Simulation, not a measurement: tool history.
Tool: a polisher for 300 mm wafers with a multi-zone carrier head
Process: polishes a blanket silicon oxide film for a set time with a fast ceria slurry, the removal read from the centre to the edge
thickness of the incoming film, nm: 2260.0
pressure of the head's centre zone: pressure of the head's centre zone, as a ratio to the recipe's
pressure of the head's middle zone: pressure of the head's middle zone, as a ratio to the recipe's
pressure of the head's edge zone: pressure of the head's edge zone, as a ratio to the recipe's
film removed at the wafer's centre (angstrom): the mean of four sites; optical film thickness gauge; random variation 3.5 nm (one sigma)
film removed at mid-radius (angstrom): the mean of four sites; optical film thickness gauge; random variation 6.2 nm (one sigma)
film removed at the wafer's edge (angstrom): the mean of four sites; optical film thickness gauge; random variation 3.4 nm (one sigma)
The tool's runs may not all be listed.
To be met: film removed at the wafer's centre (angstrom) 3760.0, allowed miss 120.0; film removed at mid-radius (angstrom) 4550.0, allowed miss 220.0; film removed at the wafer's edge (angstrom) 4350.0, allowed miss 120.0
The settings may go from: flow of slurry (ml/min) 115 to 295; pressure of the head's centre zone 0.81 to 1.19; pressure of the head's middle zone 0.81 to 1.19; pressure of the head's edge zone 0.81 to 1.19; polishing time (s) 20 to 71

run,hour,flow of slurry (ml/min),pressure of the head's centre zone,pressure of the head's middle zone,pressure of the head's edge zone,polishing time (s),film removed at the wafer's centre (angstrom),film removed at mid-radius (angstrom),film removed at the wafer's edge (angstrom)
1,0.0,190,1.00,1.00,1.00,45,7156.9,7182.4,7255.0
2,1.5,190,1.00,1.04,1.00,45,7047.7,7360.2,7218.0
3,7.1,150,1.00,1.04,1.00,45,6848.9,7197.8,7088.4
4,11.9,145,0.97,1.04,0.98,42,6334.9,6706.5,6451.4
5,14.7,145,1.03,1.04,0.98,42,6602.2,6598.5,6522.3
6,17.6,140,1.00,1.04,0.99,39,6066.8,6189.5,6099.6
7,19.3,135,0.97,1.05,1.00,36,5330.9,5724.1,5650.6
8,26.9,135,0.95,1.05,0.99,34,4939.4,5300.1,5287.6

Which of these 4 next moves meets every target?
A,34.5,200,1.15,0.81,1.14,41,?,?,?
B,34.5,165,0.86,1.10,1.05,27,?,?,?
C,34.5,140,0.86,1.02,1.13,40,?,?,?
D,34.5,135,1.00,0.97,0.92,29,?,?,?

move,film removed at the wafer's centre (angstrom),film removed at mid-radius (angstrom),film removed at the wafer's edge (angstrom)
A,7207.7,5447.5,6977.3
B,3760.0,4548.1,4327.3
C,5457.7,6206.5,6574.0
D,4388.7,4294.7,4301.8
A: further off than the last run
B: meets every target
C: further off than the last run
D: nearer than the last run, and not there yet
The right move is B.
